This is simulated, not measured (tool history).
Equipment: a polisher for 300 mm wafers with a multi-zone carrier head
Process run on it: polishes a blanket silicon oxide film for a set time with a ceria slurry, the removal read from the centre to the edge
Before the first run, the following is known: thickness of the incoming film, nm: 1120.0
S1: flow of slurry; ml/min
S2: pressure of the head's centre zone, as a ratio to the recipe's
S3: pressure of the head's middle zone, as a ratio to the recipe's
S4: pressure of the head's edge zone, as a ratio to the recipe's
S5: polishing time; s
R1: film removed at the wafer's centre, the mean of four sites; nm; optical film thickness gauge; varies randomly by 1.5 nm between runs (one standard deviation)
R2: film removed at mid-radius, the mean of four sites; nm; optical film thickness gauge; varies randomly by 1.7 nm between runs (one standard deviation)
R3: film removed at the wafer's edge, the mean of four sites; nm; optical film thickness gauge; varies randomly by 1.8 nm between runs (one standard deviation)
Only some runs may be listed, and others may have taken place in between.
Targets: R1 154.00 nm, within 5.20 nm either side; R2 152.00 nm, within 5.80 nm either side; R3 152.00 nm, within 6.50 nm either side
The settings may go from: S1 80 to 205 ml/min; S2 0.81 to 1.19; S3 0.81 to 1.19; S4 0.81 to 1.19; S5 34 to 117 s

{"run": 1, "hour": 0.0, "S1": 135, "S2": 1.0, "S3": 1.0, "S4": 1.0, "S5": 75, "R1": 194.4, "R2": 196.04, "R3": 196.02}
{"run": 2, "hour": 6.5, "S1": 130, "S2": 0.99, "S3": 0.99, "S4": 0.98, "S5": 73, "R1": 187.59, "R2": 188.83, "R3": 184.29}
{"run": 3, "hour": 13.8, "S1": 130, "S2": 0.99, "S3": 1.05, "S4": 0.98, "S5": 73, "R1": 185.81, "R2": 196.66, "R3": 185.75}
{"run": 4, "hour": 15.0, "S1": 130, "S2": 1.05, "S3": 1.05, "S4": 0.98, "S5": 73, "R1": 195.87, "R2": 202.46, "R3": 185.62}
{"run": 5, "hour": 20.0, "S1": 130, "S2": 1.05, "S3": 1.05, "S4": 0.91, "S5": 73, "R1": 196.36, "R2": 198.1, "R3": 182.33}
{"run": 6, "hour": 21.7, "S1": 130, "S2": 1.05, "S3": 1.05, "S4": 0.91, "S5": 90, "R1": 240.88, "R2": 243.9, "R3": 215.42}
{"run": 7, "hour": 30.5, "S1": 125, "S2": 1.03, "S3": 1.04, "S4": 0.9, "S5": 86, "R1": 221.98, "R2": 228.97, "R3": 211.0}
{"run": 8, "hour": 32.8, "S1": 140, "S2": 1.04, "S3": 0.99, "S4": 0.91, "S5": 65, "R1": 176.29, "R2": 167.11, "R3": 162.2}
{"run": 9, "hour": 34.6, "S1": 135, "S2": 1.03, "S3": 0.99, "S4": 0.9, "S5": 65, "R1": 172.86, "R2": 168.24, "R3": 163.38}
{"run": 10, "hour": 40.6, "S1": 130, "S2": 1.02, "S3": 0.98, "S4": 0.89, "S5": 65, "R1": 168.58, "R2": 167.54, "R3": 161.68}
{"run": 11, "hour": 42.2, "S1": 125, "S2": 1.02, "S3": 0.97, "S4": 0.88, "S5": 65, "R1": 166.6, "R2": 164.91, "R3": 153.24}

4 candidate next runs follow, results not yet known. Just one meets every target within its allowed miss. Identify it.
{"run": "A", "hour": 43.8, "S1": 135, "S2": 1.09, "S3": 1.03, "S4": 0.81, "S5": 66, "R1": "?", "R2": "?", "R3": "?"}
{"run": "B", "hour": 43.8, "S1": 90, "S2": 0.98, "S3": 0.93, "S4": 0.86, "S5": 68, "R1": "?", "R2": "?", "R3": "?"}
{"run": "C", "hour": 43.8, "S1": 205, "S2": 1.0, "S3": 0.81, "S4": 1.08, "S5": 59, "R1": "?", "R2": "?", "R3": "?"}
{"run": "D", "hour": 43.8, "S1": 205, "S2": 1.01, "S3": 0.81, "S4": 0.98, "S5": 61, "R1": "?", "R2": "?", "R3": "?"}

move=A R1=183.09 R2=178.69 R3=157.96
move=B R1=152.33 R2=154.06 R3=156.94
move=C R1=161.89 R2=140.18 R3=170.39
move=D R1=169.07 R2=144.94 R3=167.97
A: the biggest miss grows against the last run
B: every result lands within tolerance
C: the biggest miss grows against the last run
D: the biggest miss grows against the last run
So the answer is move B, the one that meets all the targets.

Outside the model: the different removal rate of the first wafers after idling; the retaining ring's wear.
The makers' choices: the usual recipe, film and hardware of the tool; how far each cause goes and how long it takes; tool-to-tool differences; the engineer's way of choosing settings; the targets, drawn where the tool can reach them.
